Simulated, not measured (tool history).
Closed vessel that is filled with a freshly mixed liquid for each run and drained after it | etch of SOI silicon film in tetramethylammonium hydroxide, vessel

run,hour,temperature setpoint of the liquid (K),concentration of hydroxide in the mixed liquid (% by weight),time in the liquid (s),thickness taken off the SOI silicon film on a monitor wafer (angstrom)
1,0,343.15,14,100,6120.5
2,2.6,345.15,14,100,6782
3,3.4,347.15,14,100,7679.6
4,9.9,348.65,14,100,8260
5,15.2,348.65,15.5,100,7975.6
# hour 19: hydroxide flow meter replaced
6,19,350.15,15.5,100,8341.1
7,23.5,351.15,15,100,8781.1
8,28.2,352.15,14.5,100,9424.6
9,32.8,352.65,14,100,10095
10,34.6,353.15,14,100,10391

Forecast run 11:
11,40.1,353.15,14,100,?

Run 11 gave thickness taken off the SOI silicon film on a monitor wafer (angstrom) 10272.
